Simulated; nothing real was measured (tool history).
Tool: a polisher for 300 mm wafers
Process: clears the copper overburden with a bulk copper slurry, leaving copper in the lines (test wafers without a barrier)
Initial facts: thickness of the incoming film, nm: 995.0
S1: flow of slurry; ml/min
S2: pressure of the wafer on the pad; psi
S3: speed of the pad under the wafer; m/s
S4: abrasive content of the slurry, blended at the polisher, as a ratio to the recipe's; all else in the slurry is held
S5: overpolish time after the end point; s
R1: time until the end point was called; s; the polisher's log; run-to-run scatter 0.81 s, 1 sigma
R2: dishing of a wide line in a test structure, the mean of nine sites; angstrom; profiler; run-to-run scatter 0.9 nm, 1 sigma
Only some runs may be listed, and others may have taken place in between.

Run 1, hour 0: S1 205 ml/min, S2 3.5 psi, S3 1.2 m/s, S4 1, S5 24 s. Result: R1 68.198 s, R2 728.17 angstrom.
Run 2, hour 7.7: S1 205 ml/min, S2 3.3 psi, S3 1.2 m/s, S4 1, S5 24 s. Result: R1 72.305 s, R2 718.69 angstrom.
Run 3, hour 9.5: S1 205 ml/min, S2 3.1 psi, S3 1.2 m/s, S4 1, S5 23 s. Result: R1 75.126 s, R2 716.93 angstrom.
Run 4, hour 13.9: S1 205 ml/min, S2 2.9 psi, S3 1.2 m/s, S4 1, S5 21 s. Result: R1 79.402 s, R2 692.16 angstrom.
Run 5, hour 21.7: S1 205 ml/min, S2 2.8 psi, S3 1.2 m/s, S4 1, S5 21 s. Result: R1 81.013 s, R2 670.63 angstrom.
Run 6, hour 30.2: S1 205 ml/min, S2 2.8 psi, S3 1.2 m/s, S4 1, S5 27 s. Result: R1 81.498 s, R2 707.31 angstrom.
Run 7, hour 33.7: S1 205 ml/min, S2 2.7 psi, S3 1.2 m/s, S4 1, S5 26 s. Result: R1 83.463 s, R2 705.55 angstrom.
Run 8, hour 40.3: S1 205 ml/min, S2 2.6 psi, S3 1.2 m/s, S4 1, S5 25 s. Result: R1 86.493 s, R2 693.1 angstrom.
Run 9, hour 48.6: S1 190 ml/min, S2 2 psi, S3 1.2 m/s, S4 1, S5 19 s. Result: R1 104.69 s, R2 609.35 angstrom.

Predict the results of run 10:
Run 10, hour 54.4: S1 195 ml/min, S2 2 psi, S3 1.2 m/s, S4 1, S5 20 s. Result: R1 ?, R2 ?.

{"run 10": {"R1": 103.29, "R2": 603.63}}
